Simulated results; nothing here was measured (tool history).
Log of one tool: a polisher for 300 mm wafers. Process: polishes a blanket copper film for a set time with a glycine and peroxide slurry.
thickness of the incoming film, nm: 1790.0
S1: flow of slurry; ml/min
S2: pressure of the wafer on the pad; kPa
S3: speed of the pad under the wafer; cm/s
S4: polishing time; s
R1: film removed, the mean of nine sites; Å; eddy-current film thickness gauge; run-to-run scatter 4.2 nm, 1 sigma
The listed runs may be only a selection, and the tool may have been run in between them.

| run | hour | S1 | S2 | S3 | S4 | R1 |
|---|---|---|---|---|---|---|
| 1 | 0.0 | 140 | 20.0 | 106 | 118 | 6027.2 |
| 2 | 7.3 | 140 | 20.0 | 106 | 118 | 5886.1 |
| 3 | 16.2 | 130 | 20.0 | 106 | 118 | 5962.0 |
| 4 | 19.7 | 130 | 18.6 | 106 | 118 | 5449.0 |
| 5 | 23.7 | 125 | 17.9 | 106 | 118 | 5384.2 |
|  | 25.0 | head pressure recalibrated |
| 6 | 25.0 | 160 | 17.9 | 106 | 118 | 5407.5 |
| 7 | 33.3 | 160 | 17.2 | 106 | 118 | 5186.5 |
| 8 | 40.8 | 160 | 16.5 | 106 | 118 | 5121.4 |
| 9 | 43.9 | 160 | 15.9 | 106 | 118 | 4960.0 |
| 10 | 47.4 | 160 | 15.2 | 106 | 118 | 4811.1 |

Expected results for the next run?
| 11 | 54.9 | 160 | 14.5 | 106 | 118 | ? |

R1: 4614.8 Å

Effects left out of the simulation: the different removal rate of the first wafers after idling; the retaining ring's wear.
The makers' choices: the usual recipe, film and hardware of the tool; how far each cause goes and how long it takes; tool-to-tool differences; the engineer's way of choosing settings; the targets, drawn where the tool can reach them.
